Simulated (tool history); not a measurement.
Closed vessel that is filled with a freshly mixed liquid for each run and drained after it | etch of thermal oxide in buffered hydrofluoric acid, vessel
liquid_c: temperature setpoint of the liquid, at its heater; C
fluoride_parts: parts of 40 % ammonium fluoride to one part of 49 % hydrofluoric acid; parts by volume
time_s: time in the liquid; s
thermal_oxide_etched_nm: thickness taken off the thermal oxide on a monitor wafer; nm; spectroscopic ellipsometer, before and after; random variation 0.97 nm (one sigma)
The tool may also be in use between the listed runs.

| run | hour | liquid_c | fluoride_parts | time_s | thermal_oxide_etched_nm |
|---|---|---|---|---|---|
| 1 | 0 | 21 | 8 | 100 | 106.77 |
| 2 | 6.2 | 24 | 8 | 100 | 125.29 |
| 3 | 12.6 | 24 | 6 | 100 | 170.14 |
| 4 | 14.4 | 24 | 6 | 100 | 167.22 |
| 5 | 15.9 | 24 | 5 | 100 | 196.79 |
| 6 | 19.3 | 25.5 | 5 | 100 | 212.07 |
| 7 | 22.3 | 21.5 | 5 | 100 | 172.56 |

The next listed run, before its measurement:
| 8 | 26.9 | 17.5 | 5 | 100 | ? |

Run 8 gave thermal_oxide_etched_nm 136.93 nm.

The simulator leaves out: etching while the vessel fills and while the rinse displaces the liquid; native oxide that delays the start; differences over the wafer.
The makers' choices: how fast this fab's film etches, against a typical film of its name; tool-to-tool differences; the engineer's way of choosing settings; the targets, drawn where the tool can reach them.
